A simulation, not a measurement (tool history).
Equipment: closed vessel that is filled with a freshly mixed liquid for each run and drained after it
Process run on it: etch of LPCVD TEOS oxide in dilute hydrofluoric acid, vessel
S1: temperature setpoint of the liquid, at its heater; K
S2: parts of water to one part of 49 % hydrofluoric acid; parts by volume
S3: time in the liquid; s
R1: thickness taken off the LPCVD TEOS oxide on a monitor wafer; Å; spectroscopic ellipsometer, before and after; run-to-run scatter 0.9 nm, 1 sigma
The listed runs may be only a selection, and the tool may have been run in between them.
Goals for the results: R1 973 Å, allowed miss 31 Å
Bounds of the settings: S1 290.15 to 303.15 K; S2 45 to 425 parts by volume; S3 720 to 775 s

run,day,S1,S2,S3,R1
1,0,295.15,235,720,462.25
2,0.3,297.15,210,720,575.35
3,0.367,297.15,240,720,482.26
4,0.462,297.15,175,720,707.54
5,0.717,297.15,230,720,500.67
6,0.833,298.15,210,720,586.2
7,1.075,299.15,195,720,664.01
8,1.258,300.15,185,720,743.67
9,1.321,300.65,180,720,768.1
10,1.371,301.15,175,720,804.18
11,1.758,301.65,170,720,872.07

Of the 4 settings listed for the next run, only one would bring every result within its allowed miss of target. Which one?
A,2.146,302.15,165,725,?
B,2.146,301.65,190,720,?
C,2.146,299.15,150,725,?
D,2.146,302.15,160,740,?

move,R1
A,926.32
B,761.03
C,929.72
D,981.19
A: moves toward the targets from the last run without getting all of them in spec
B: the biggest miss grows against the last run
C: moves toward the targets from the last run without getting all of them in spec
D: hits every target within its allowed miss
D meets every target.
